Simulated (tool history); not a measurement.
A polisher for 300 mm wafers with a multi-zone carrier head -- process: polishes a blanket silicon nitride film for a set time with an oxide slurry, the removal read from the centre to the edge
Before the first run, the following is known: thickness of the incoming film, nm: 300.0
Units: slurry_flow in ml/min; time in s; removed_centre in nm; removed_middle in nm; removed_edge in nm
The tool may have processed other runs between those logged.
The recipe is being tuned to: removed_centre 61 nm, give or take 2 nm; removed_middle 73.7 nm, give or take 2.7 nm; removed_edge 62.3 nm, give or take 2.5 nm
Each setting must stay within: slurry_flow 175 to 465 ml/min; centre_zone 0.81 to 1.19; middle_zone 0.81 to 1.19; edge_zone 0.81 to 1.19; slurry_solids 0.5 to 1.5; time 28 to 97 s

Run 1, hour 0: slurry_flow 295 ml/min, centre_zone 1, middle_zone 1, edge_zone 1, slurry_solids 1, time 62 s. Result: removed_centre 54.122 nm, removed_middle 52.427 nm, removed_edge 54.434 nm.
Run 2, hour 4.8: slurry_flow 300 ml/min, centre_zone 1, middle_zone 1.02, edge_zone 1, slurry_solids 1.05, time 62 s. Result: removed_centre 56.17 nm, removed_middle 54.466 nm, removed_edge 54.77 nm.
Run 3, hour 12: slurry_flow 300 ml/min, centre_zone 1, middle_zone 1.02, edge_zone 1.05, slurry_solids 1.05, time 62 s. Result: removed_centre 54.979 nm, removed_middle 56.034 nm, removed_edge 55.818 nm.
Run 4, hour 15: slurry_flow 300 ml/min, centre_zone 1, middle_zone 1.02, edge_zone 1.05, slurry_solids 1.15, time 62 s. Result: removed_centre 58.679 nm, removed_middle 56.826 nm, removed_edge 60.343 nm.
Run 5, hour 19.9: slurry_flow 355 ml/min, centre_zone 1, middle_zone 1.02, edge_zone 1.05, slurry_solids 1.15, time 62 s. Result: removed_centre 58.635 nm, removed_middle 57.234 nm, removed_edge 61.066 nm.
Run 6, hour 24.3: slurry_flow 345 ml/min, centre_zone 0.99, middle_zone 1.04, edge_zone 1.05, slurry_solids 1.15, time 62 s. Result: removed_centre 58.469 nm, removed_middle 58.084 nm, removed_edge 59.554 nm.
Run 7, hour 32.4: slurry_flow 345 ml/min, centre_zone 0.99, middle_zone 1.04, edge_zone 1.05, slurry_solids 1.15, time 62 s. Result: removed_centre 58.991 nm, removed_middle 57.894 nm, removed_edge 60.468 nm.
Run 8, hour 35.4: slurry_flow 325 ml/min, centre_zone 0.98, middle_zone 1.06, edge_zone 1.05, slurry_solids 1.15, time 63 s. Result: removed_centre 58.717 nm, removed_middle 59.728 nm, removed_edge 61.026 nm.
Run 9, hour 43.7: slurry_flow 310 ml/min, centre_zone 0.98, middle_zone 1.07, edge_zone 1.05, slurry_solids 1.15, time 64 s. Result: removed_centre 59.965 nm, removed_middle 60.271 nm, removed_edge 61.424 nm.
Run 10, hour 52.3: slurry_flow 310 ml/min, centre_zone 0.97, middle_zone 1.08, edge_zone 1.05, slurry_solids 1.1, time 66 s. Result: removed_centre 59.633 nm, removed_middle 62.083 nm, removed_edge 61.687 nm.
Run 11, hour 55: slurry_flow 300 ml/min, centre_zone 0.96, middle_zone 1.09, edge_zone 1.05, slurry_solids 1.1, time 67 s. Result: removed_centre 59.398 nm, removed_middle 63.569 nm, removed_edge 62.24 nm.
Run 12, hour 62.8: slurry_flow 300 ml/min, centre_zone 0.96, middle_zone 1.09, edge_zone 1.05, slurry_solids 1.1, time 67 s. Result: removed_centre 59.403 nm, removed_middle 65.48 nm, removed_edge 62.31 nm.

Of the 4 settings listed for the next run, only one would bring every result within its allowed miss of target. Which one?
Run A, hour 70.6: slurry_flow 310 ml/min, centre_zone 0.92, middle_zone 0.96, edge_zone 1.07, slurry_solids 1.35, time 62 s. Result: removed_centre ?, removed_middle ?, removed_edge ?.
Run B, hour 70.6: slurry_flow 370 ml/min, centre_zone 0.88, middle_zone 1.17, edge_zone 0.91, slurry_solids 0.65, time 91 s. Result: removed_centre ?, removed_middle ?, removed_edge ?.
Run C, hour 70.6: slurry_flow 260 ml/min, centre_zone 1.08, middle_zone 1.05, edge_zone 1.08, slurry_solids 1.2, time 64 s. Result: removed_centre ?, removed_middle ?, removed_edge ?.
Run D, hour 70.6: slurry_flow 285 ml/min, centre_zone 0.95, middle_zone 1.19, edge_zone 1.01, slurry_solids 0.9, time 71 s. Result: removed_centre ?, removed_middle ?, removed_edge ?.

move  removed_centre  removed_middle  removed_edge
   A          58.952          58.237        64.634
   B          61.224          73.476        63.729
   C          63.496          60.805         63.06
   D           57.67          66.942        60.198
A: moves away from the targets compared with the last run
B: meets every target
C: moves away from the targets compared with the last run
D: closer than the last run, but not yet in spec
B meets every target.
